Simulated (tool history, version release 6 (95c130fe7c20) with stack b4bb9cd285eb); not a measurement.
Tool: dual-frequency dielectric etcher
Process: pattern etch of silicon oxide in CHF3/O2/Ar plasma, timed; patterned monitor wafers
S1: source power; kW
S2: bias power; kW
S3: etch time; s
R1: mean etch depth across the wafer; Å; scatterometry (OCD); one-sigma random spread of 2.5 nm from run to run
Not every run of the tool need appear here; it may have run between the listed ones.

| run | hour | S1 | S2 | S3 | R1 |
|---|---|---|---|---|---|
| 1 | 0.0 | 0.650 | 0.204 | 437.0 | 9258.4 |
| 2 | 2.6 | 0.580 | 0.186 | 437.0 | 8524.5 |
| 3 | 7.1 | 0.580 | 0.186 | 457.5 | 8977.4 |
| 4 | 11.1 | 0.500 | 0.186 | 457.5 | 8252.2 |
| 5 | 13.1 | 0.500 | 0.222 | 457.5 | 8628.5 |
| 6 | 18.8 | 0.500 | 0.239 | 457.5 | 8810.7 |

Forecast run 7:
| 7 | 21.5 | 0.470 | 0.223 | 452.5 | ? |

Logged for run 7: R1 8233.5 Å.

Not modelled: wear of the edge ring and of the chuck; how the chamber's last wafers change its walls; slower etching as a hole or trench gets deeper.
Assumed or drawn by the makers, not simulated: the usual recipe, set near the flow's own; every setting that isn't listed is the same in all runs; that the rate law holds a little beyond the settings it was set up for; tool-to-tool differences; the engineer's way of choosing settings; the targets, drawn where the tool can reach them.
